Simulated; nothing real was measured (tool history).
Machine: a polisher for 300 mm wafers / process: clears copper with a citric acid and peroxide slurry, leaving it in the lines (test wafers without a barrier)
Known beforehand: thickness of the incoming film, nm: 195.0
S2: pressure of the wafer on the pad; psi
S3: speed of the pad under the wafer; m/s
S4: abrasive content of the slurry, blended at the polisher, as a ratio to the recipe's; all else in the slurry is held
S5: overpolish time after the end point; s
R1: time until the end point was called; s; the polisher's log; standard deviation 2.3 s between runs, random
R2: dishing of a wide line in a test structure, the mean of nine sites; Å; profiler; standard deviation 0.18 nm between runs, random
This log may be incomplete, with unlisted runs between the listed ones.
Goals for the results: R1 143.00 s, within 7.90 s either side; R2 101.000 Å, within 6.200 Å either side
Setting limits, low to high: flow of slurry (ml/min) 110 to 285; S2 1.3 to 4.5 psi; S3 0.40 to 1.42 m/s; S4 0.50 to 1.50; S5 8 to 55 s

{"run": 1, "hour": 0.0, "flow of slurry (ml/min)": 180, "S2": 2.9, "S3": 0.9, "S4": 1.0, "S5": 28, "R1": 111.71, "R2": 354.76}
{"run": 2, "hour": 7.2, "flow of slurry (ml/min)": 180, "S2": 2.6, "S3": 0.92, "S4": 1.0, "S5": 24, "R1": 116.7, "R2": 307.32}
{"run": 3, "hour": 12.3, "flow of slurry (ml/min)": 180, "S2": 2.6, "S3": 0.92, "S4": 1.1, "S5": 24, "R1": 112.8, "R2": 302.08}
{"run": 4, "hour": 19.1, "flow of slurry (ml/min)": 180, "S2": 3.0, "S3": 0.92, "S4": 1.1, "S5": 24, "R1": 104.54, "R2": 326.44}
{"run": 5, "hour": 26.6, "flow of slurry (ml/min)": 180, "S2": 2.8, "S3": 0.86, "S4": 1.2, "S5": 21, "R1": 114.72, "R2": 265.27}
{"run": 6, "hour": 29.8, "flow of slurry (ml/min)": 180, "S2": 2.1, "S3": 0.86, "S4": 1.2, "S5": 21, "R1": 135.85, "R2": 233.51}
{"run": 7, "hour": 36.5, "flow of slurry (ml/min)": 185, "S2": 2.3, "S3": 0.76, "S4": 1.25, "S5": 18, "R1": 143.42, "R2": 190.74}
{"run": 8, "hour": 41.9, "flow of slurry (ml/min)": 205, "S2": 2.5, "S3": 0.68, "S4": 1.3, "S5": 16, "R1": 150.52, "R2": 167.22}
{"run": 9, "hour": 43.5, "flow of slurry (ml/min)": 220, "S2": 2.7, "S3": 0.62, "S4": 1.35, "S5": 14, "R1": 150.8, "R2": 137.52}
{"run": 10, "hour": 47.0, "flow of slurry (ml/min)": 230, "S2": 2.8, "S3": 0.62, "S4": 1.35, "S5": 13, "R1": 152.98, "R2": 134.49}
{"run": 11, "hour": 52.5, "flow of slurry (ml/min)": 240, "S2": 3.0, "S3": 0.6, "S4": 1.4, "S5": 12, "R1": 141.99, "R2": 125.56}
{"run": 12, "hour": 56.4, "flow of slurry (ml/min)": 245, "S2": 3.0, "S3": 0.6, "S4": 1.4, "S5": 11, "R1": 148.67, "R2": 115.86}
{"run": 13, "hour": 62.4, "flow of slurry (ml/min)": 250, "S2": 3.1, "S3": 0.6, "S4": 1.4, "S5": 10, "R1": 145.03, "R2": 112.09}
{"run": 14, "hour": 69.1, "flow of slurry (ml/min)": 285, "S2": 3.1, "S3": 0.58, "S4": 1.4, "S5": 8, "R1": 147.21, "R2": 85.678}
{"run": 15, "hour": 76.0, "flow of slurry (ml/min)": 280, "S2": 3.1, "S3": 0.58, "S4": 1.4, "S5": 8, "R1": 147.57, "R2": 84.272}
{"run": 16, "hour": 78.1, "flow of slurry (ml/min)": 275, "S2": 3.1, "S3": 0.58, "S4": 1.4, "S5": 8, "R1": 152.02, "R2": 86.636}
{"run": 17, "hour": 80.6, "flow of slurry (ml/min)": 270, "S2": 3.1, "S3": 0.58, "S4": 1.4, "S5": 8, "R1": 146.23, "R2": 86.809}
{"run": 18, "hour": 83.4, "flow of slurry (ml/min)": 265, "S2": 3.1, "S3": 0.58, "S4": 1.4, "S5": 8, "R1": 147.7, "R2": 87.412}
{"run": 19, "hour": 86.6, "flow of slurry (ml/min)": 260, "S2": 3.1, "S3": 0.58, "S4": 1.4, "S5": 8, "R1": 145.57, "R2": 88.591}
{"run": 20, "hour": 90.7, "flow of slurry (ml/min)": 255, "S2": 3.1, "S3": 0.58, "S4": 1.4, "S5": 8, "R1": 148.69, "R2": 85.577}
{"run": 21, "hour": 92.1, "flow of slurry (ml/min)": 255, "S2": 3.1, "S3": 0.6, "S4": 1.4, "S5": 8, "R1": 142.89, "R2": 88.517}
{"run": 22, "hour": 95.4, "flow of slurry (ml/min)": 250, "S2": 3.1, "S3": 0.6, "S4": 1.4, "S5": 8, "R1": 143.76, "R2": 90.553}

Below are 5 possible settings for the next run. Only one of them brings all results inside the allowed miss of their targets. Which is it?
{"run": "A", "hour": 98.7, "flow of slurry (ml/min)": 285, "S2": 3.4, "S3": 0.58, "S4": 1.35, "S5": 10, "R1": "?", "R2": "?"}
{"run": "B", "hour": 98.7, "flow of slurry (ml/min)": 220, "S2": 3.3, "S3": 0.58, "S4": 1.45, "S5": 8, "R1": "?", "R2": "?"}
{"run": "C", "hour": 98.7, "flow of slurry (ml/min)": 280, "S2": 3.2, "S3": 0.58, "S4": 1.4, "S5": 8, "R1": "?", "R2": "?"}
{"run": "D", "hour": 98.7, "flow of slurry (ml/min)": 255, "S2": 2.8, "S3": 0.62, "S4": 1.35, "S5": 11, "R1": "?", "R2": "?"}
{"run": "E", "hour": 98.7, "flow of slurry (ml/min)": 250, "S2": 2.6, "S3": 0.66, "S4": 1.5, "S5": 9, "R1": "?", "R2": "?"}

move=A R1=138.37 R2=110.950
move=B R1=142.33 R2=86.931
move=C R1=142.64 R2=86.733
move=D R1=147.12 R2=114.480
move=E R1=141.39 R2=97.933
A: takes the biggest miss from the last run beyond its target
B: lands further from the targets than the last run did
C: lands further from the targets than the last run did
D: takes the biggest miss from the last run beyond its target
E: meets every target
Answer: E
